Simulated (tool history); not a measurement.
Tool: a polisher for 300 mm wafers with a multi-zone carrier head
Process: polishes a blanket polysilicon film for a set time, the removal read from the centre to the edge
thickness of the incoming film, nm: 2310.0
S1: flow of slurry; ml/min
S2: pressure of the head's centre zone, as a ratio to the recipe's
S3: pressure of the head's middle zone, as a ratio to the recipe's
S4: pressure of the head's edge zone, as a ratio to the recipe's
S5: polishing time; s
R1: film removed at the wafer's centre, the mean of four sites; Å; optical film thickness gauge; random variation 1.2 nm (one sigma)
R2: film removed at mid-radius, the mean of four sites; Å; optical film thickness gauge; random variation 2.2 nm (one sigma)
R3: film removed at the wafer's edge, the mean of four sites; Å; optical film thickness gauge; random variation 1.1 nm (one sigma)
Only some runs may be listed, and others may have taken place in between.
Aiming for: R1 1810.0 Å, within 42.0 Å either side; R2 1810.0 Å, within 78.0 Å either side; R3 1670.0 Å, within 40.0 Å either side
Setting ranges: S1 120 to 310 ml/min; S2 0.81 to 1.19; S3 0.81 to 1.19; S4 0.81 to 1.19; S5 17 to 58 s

| run | day | S1 | S2 | S3 | S4 | S5 | R1 | R2 | R3 |
|---|---|---|---|---|---|---|---|---|---|
| 1 | 0.000 | 200 | 1.00 | 1.00 | 1.00 | 37 | 2016.7 | 2034.3 | 1973.9 |
| 2 | 0.267 | 190 | 1.00 | 0.99 | 0.95 | 36 | 1944.8 | 1902.2 | 1868.4 |
| 3 | 0.633 | 190 | 1.00 | 1.05 | 0.95 | 36 | 1950.2 | 1988.0 | 1922.1 |
| 4 | 0.925 | 220 | 0.99 | 1.03 | 0.91 | 35 | 1902.6 | 1941.2 | 1863.5 |
| 5 | 1.171 | 210 | 1.00 | 1.05 | 0.88 | 34 | 1870.9 | 1938.8 | 1740.1 |
| 6 | 1.200 | 210 | 0.95 | 1.05 | 0.88 | 34 | 1766.6 | 1988.5 | 1772.8 |
| 7 | 1.346 | 205 | 0.96 | 1.03 | 0.87 | 34 | 1766.9 | 1904.3 | 1749.4 |
| 8 | 1.412 | 200 | 0.97 | 1.02 | 0.86 | 34 | 1819.4 | 1928.4 | 1738.8 |
| 9 | 1.471 | 195 | 0.97 | 1.00 | 0.86 | 34 | 1793.9 | 1853.1 | 1741.4 |
| 10 | 1.842 | 190 | 0.98 | 1.00 | 0.85 | 34 | 1784.2 | 1833.1 | 1727.6 |

Of the 4 settings listed for the next run, only one would bring every result within its allowed miss of target. Which one?
| A | 2.212 | 200 | 1.02 | 0.91 | 0.99 | 33 | ? | ? | ? |
| B | 2.212 | 175 | 1.05 | 1.07 | 0.94 | 32 | ? | ? | ? |
| C | 2.212 | 240 | 1.04 | 1.05 | 0.82 | 31 | ? | ? | ? |
| D | 2.212 | 165 | 1.00 | 1.13 | 0.91 | 34 | ? | ? | ? |

| move | R1 | R2 | R3 |
|---|---|---|---|
| A | 1820.4 | 1658.5 | 1777.9 |
| B | 1782.2 | 1771.9 | 1665.3 |
| C | 1789.0 | 1763.9 | 1585.7 |
| D | 1785.8 | 1943.1 | 1736.4 |
A: the biggest miss grows against the last run
B: each result inside its tolerance
C: carries the result that was furthest off beyond its target, to the other side
D: the biggest miss grows against the last run
The move that meets every target is B.

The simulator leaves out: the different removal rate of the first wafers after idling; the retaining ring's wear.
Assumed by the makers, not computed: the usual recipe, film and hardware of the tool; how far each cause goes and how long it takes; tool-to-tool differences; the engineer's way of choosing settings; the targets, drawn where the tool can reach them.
